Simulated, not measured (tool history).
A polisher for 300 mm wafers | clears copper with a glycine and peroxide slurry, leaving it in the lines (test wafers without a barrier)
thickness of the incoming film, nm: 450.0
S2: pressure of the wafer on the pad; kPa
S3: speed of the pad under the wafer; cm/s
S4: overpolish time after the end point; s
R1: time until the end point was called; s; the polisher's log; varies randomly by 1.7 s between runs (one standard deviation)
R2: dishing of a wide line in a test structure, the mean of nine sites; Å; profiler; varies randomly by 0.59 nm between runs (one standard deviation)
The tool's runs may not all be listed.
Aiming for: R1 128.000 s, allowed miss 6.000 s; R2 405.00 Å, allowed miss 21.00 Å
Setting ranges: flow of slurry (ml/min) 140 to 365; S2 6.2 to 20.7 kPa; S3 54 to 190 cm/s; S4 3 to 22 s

{"run": 1, "hour": 0.0, "flow of slurry (ml/min)": 235, "S2": 13.1, "S3": 122, "S4": 11, "R1": 100.1, "R2": 361.89}
{"run": 2, "hour": 5.9, "flow of slurry (ml/min)": 235, "S2": 12.4, "S3": 120, "S4": 12, "R1": 108.7, "R2": 371.67}
{"run": 3, "hour": 14.4, "flow of slurry (ml/min)": 235, "S2": 12.4, "S3": 144, "S4": 12, "R1": 91.501, "R2": 421.37}
{"run": 4, "hour": 22.3, "flow of slurry (ml/min)": 200, "S2": 12.4, "S3": 144, "S4": 12, "R1": 91.442, "R2": 418.89}
{"run": 5, "hour": 30.3, "flow of slurry (ml/min)": 200, "S2": 11.0, "S3": 142, "S4": 13, "R1": 96.885, "R2": 420.12}
{"run": 6, "hour": 37.3, "flow of slurry (ml/min)": 200, "S2": 11.0, "S3": 142, "S4": 10, "R1": 98.226, "R2": 332.74}
{"run": 7, "hour": 43.2, "flow of slurry (ml/min)": 200, "S2": 9.7, "S3": 140, "S4": 12, "R1": 108.43, "R2": 368.71}
{"run": 8, "hour": 46.6, "flow of slurry (ml/min)": 200, "S2": 9.0, "S3": 140, "S4": 13, "R1": 110.63, "R2": 394.19}
{"run": 9, "hour": 54.6, "flow of slurry (ml/min)": 200, "S2": 8.3, "S3": 140, "S4": 13, "R1": 111.83, "R2": 378.62}
{"hour": 56.1, "done": "worn pad replaced by a new one"}
{"run": 10, "hour": 56.1, "flow of slurry (ml/min)": 200, "S2": 7.6, "S3": 138, "S4": 14, "R1": 105.01, "R2": 427.83}
{"run": 11, "hour": 62.1, "flow of slurry (ml/min)": 200, "S2": 7.6, "S3": 138, "S4": 14, "R1": 104.61, "R2": 418.61}
{"run": 12, "hour": 65.3, "flow of slurry (ml/min)": 190, "S2": 6.9, "S3": 128, "S4": 15, "R1": 116.11, "R2": 413.45}

Which one of the following 5 next-run settings gets every result inside its allowed miss? There is exactly one.
{"run": "A", "hour": 68.5, "flow of slurry (ml/min)": 170, "S2": 6.9, "S3": 114, "S4": 16, "R1": "?", "R2": "?"}
{"run": "B", "hour": 68.5, "flow of slurry (ml/min)": 190, "S2": 11.7, "S3": 100, "S4": 17, "R1": "?", "R2": "?"}
{"run": "C", "hour": 68.5, "flow of slurry (ml/min)": 200, "S2": 7.6, "S3": 122, "S4": 12, "R1": "?", "R2": "?"}
{"run": "D", "hour": 68.5, "flow of slurry (ml/min)": 200, "S2": 7.6, "S3": 106, "S4": 19, "R1": "?", "R2": "?"}
{"run": "E", "hour": 68.5, "flow of slurry (ml/min)": 200, "S2": 7.6, "S3": 120, "S4": 18, "R1": "?", "R2": "?"}

move=A R1=126.620 R2=393.32
move=B R1=112.960 R2=458.49
move=C R1=114.640 R2=336.07
move=D R1=127.050 R2=452.10
move=E R1=116.060 R2=462.10
A: all results land within tolerance of their targets
B: misses by more than the last run did
C: misses by more than the last run did
D: meets the target for the result that was furthest off, but another lies outside its allowed miss
E: misses by more than the last run did
Answer: A
